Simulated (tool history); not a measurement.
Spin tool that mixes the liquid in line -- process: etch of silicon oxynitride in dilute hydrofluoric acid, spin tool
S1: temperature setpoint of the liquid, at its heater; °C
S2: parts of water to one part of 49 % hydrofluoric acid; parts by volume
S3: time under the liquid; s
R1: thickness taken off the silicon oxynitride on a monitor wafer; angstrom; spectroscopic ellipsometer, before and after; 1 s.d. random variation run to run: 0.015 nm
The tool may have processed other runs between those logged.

run  hour    S1  S2  S3      R1
  1   0.0  20.0  50  30  24.455
  2   2.8  18.0  50  30  22.104
  3   8.9  17.5  50  30  21.596
  4  14.5  17.0  50  30  21.182
  5  20.1  19.5  50  30  23.818
  6  24.4  18.0  50  30  22.165
  7  26.6  17.5  50  30  21.563

What will run 8 give?
  8  35.6  17.0  50  30   ?

R1: 20.951 angstrom
